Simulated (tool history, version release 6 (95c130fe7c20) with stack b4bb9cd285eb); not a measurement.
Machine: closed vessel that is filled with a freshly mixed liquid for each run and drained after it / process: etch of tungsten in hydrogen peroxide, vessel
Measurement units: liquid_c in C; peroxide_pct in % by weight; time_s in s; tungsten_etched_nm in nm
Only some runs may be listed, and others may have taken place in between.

| run | hour | liquid_c | peroxide_pct | time_s | tungsten_etched_nm |
|---|---|---|---|---|---|
| 1 | 0.0 | 56.0 | 19.0 | 30 | 79.736 |
| 2 | 6.3 | 56.0 | 17.5 | 30 | 76.318 |
| 3 | 11.6 | 56.0 | 19.0 | 30 | 79.702 |
| 4 | 16.2 | 57.5 | 19.5 | 30 | 87.866 |
|  | 23.6 | peroxide flow meter replaced |
| 5 | 23.6 | 59.0 | 20.0 | 30 | 101.120 |
| 6 | 32.8 | 60.0 | 20.0 | 30 | 107.510 |
| 7 | 39.1 | 61.0 | 20.0 | 30 | 114.310 |

Run 8 has not been measured yet. What should we expect?
| 8 | 42.8 | 62.0 | 20.0 | 30 | ? |

tungsten_etched_nm: 119.750 nm

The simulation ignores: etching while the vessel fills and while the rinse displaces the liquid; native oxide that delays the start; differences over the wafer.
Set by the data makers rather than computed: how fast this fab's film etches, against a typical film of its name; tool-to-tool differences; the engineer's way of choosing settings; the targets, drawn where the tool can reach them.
